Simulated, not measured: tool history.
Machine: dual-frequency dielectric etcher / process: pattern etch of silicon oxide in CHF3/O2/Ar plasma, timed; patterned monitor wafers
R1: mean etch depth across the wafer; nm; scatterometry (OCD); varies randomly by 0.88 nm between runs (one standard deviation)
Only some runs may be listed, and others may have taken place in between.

{"run": 1, "day": 0.0, "source power (kW)": 0.46, "bias power (kW)": 0.143, "etch time (s)": 314, "R1": 475.99}
{"run": 2, "day": 0.325, "source power (kW)": 0.45, "bias power (kW)": 0.142, "etch time (s)": 313.5, "R1": 469.96}
{"run": 3, "day": 0.592, "source power (kW)": 0.45, "bias power (kW)": 0.163, "etch time (s)": 313.5, "R1": 499.8}
{"run": 4, "day": 0.821, "source power (kW)": 0.43, "bias power (kW)": 0.161, "etch time (s)": 313, "R1": 490.05}
{"run": 5, "day": 0.875, "source power (kW)": 0.43, "bias power (kW)": 0.161, "etch time (s)": 314, "R1": 490.06}
{"run": 6, "day": 1.217, "source power (kW)": 0.43, "bias power (kW)": 0.185, "etch time (s)": 314, "R1": 522.67}
{"run": 7, "day": 1.367, "source power (kW)": 0.42, "bias power (kW)": 0.181, "etch time (s)": 312.5, "R1": 510.54}
{"run": 8, "day": 1.542, "source power (kW)": 0.41, "bias power (kW)": 0.177, "etch time (s)": 311, "R1": 497.14}
{"run": 9, "day": 1.721, "source power (kW)": 0.4, "bias power (kW)": 0.175, "etch time (s)": 310.5, "R1": 490.48}

What does the tool deliver on the next run?
{"run": 10, "day": 1.921, "source power (kW)": 0.39, "bias power (kW)": 0.173, "etch time (s)": 310, "R1": "?"}

R1: 482.73 nm
